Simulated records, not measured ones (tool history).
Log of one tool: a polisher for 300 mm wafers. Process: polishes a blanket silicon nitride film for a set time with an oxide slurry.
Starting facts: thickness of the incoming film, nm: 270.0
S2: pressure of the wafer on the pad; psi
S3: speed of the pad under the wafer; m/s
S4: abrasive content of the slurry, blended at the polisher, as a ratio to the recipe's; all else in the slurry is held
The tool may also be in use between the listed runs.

{"run": 1, "hour": 0.0, "flow of slurry (ml/min)": 280, "S2": 4.8, "S3": 1.08, "S4": 1.0, "polishing time (s)": 53, "film removed (angstrom)": 570.19}
{"run": 2, "hour": 6.4, "flow of slurry (ml/min)": 280, "S2": 5.3, "S3": 1.1, "S4": 1.0, "polishing time (s)": 53, "film removed (angstrom)": 656.77}
{"run": 3, "hour": 14.8, "flow of slurry (ml/min)": 280, "S2": 5.3, "S3": 1.1, "S4": 1.0, "polishing time (s)": 53, "film removed (angstrom)": 643.4}
{"run": 4, "hour": 23.8, "flow of slurry (ml/min)": 280, "S2": 5.3, "S3": 1.22, "S4": 1.0, "polishing time (s)": 53, "film removed (angstrom)": 687.83}
{"run": 5, "hour": 29.0, "flow of slurry (ml/min)": 280, "S2": 4.7, "S3": 1.22, "S4": 1.0, "polishing time (s)": 53, "film removed (angstrom)": 613.86}
{"run": 6, "hour": 33.9, "flow of slurry (ml/min)": 280, "S2": 4.7, "S3": 1.12, "S4": 1.0, "polishing time (s)": 53, "film removed (angstrom)": 588.74}
{"run": 7, "hour": 35.0, "flow of slurry (ml/min)": 280, "S2": 5.2, "S3": 1.16, "S4": 1.0, "polishing time (s)": 53, "film removed (angstrom)": 658.15}
{"run": 8, "hour": 42.7, "flow of slurry (ml/min)": 280, "S2": 6.6, "S3": 1.3, "S4": 1.0, "polishing time (s)": 53, "film removed (angstrom)": 905.7}
{"run": 9, "hour": 51.5, "flow of slurry (ml/min)": 280, "S2": 6.8, "S3": 1.3, "S4": 1.0, "polishing time (s)": 53, "film removed (angstrom)": 931.33}
{"run": 10, "hour": 60.5, "flow of slurry (ml/min)": 280, "S2": 6.9, "S3": 1.3, "S4": 1.0, "polishing time (s)": 53, "film removed (angstrom)": 929.83}
{"run": 11, "hour": 61.7, "flow of slurry (ml/min)": 280, "S2": 7.0, "S3": 1.32, "S4": 1.0, "polishing time (s)": 53, "film removed (angstrom)": 986.3}

Expected results for the next run?
{"run": 12, "hour": 69.6, "flow of slurry (ml/min)": 280, "S2": 7.1, "S3": 1.32, "S4": 1.0, "polishing time (s)": 53, "film removed (angstrom)": "?"}

Run 12 came out at film removed (angstrom) 969.01.

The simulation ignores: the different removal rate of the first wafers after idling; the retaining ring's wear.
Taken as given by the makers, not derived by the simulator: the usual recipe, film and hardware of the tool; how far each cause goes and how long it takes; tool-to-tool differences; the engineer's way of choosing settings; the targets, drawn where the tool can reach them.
